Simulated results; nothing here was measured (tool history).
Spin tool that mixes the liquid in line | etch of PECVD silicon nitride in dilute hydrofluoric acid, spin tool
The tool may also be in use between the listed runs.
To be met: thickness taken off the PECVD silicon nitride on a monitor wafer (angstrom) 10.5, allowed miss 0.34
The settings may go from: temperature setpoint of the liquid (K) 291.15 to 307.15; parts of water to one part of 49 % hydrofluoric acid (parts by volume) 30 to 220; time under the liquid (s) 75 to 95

| run | hour | temperature setpoint of the liquid (K) | parts of water to one part of 49 % hydrofluoric acid (parts by volume) | time under the liquid (s) | thickness taken off the PECVD silicon nitride on a monitor wafer (angstrom) |
|---|---|---|---|---|---|
| 1 | 0 | 299.15 | 125 | 95 | 19.303 |
| 2 | 7 | 299.15 | 125 | 75 | 15.392 |
| 3 | 10.4 | 299.15 | 125 | 95 | 19.673 |
| 4 | 18.1 | 296.65 | 130 | 95 | 15.99 |
| 5 | 22.1 | 296.65 | 150 | 95 | 13.878 |
| 6 | 30.9 | 296.65 | 120 | 95 | 17.197 |
| 7 | 39.3 | 295.15 | 130 | 95 | 14.551 |
| 8 | 47.8 | 294.15 | 135 | 95 | 13.064 |
| 9 | 56.5 | 293.15 | 135 | 95 | 12.155 |

Which of these 4 next moves meets every target?
| A | 65.2 | 297.65 | 130 | 85 | ? |
| B | 65.2 | 292.15 | 140 | 90 | ? |
| C | 65.2 | 295.15 | 120 | 75 | ? |
| D | 65.2 | 294.65 | 135 | 90 | ? |

| move | thickness taken off the PECVD silicon nitride on a monitor wafer (angstrom) |
|---|---|
| A | 15.31 |
| B | 10.475 |
| C | 12.407 |
| D | 12.831 |
A: further off than the last run
B: meets every target
C: further off than the last run
D: further off than the last run
The right move is B.
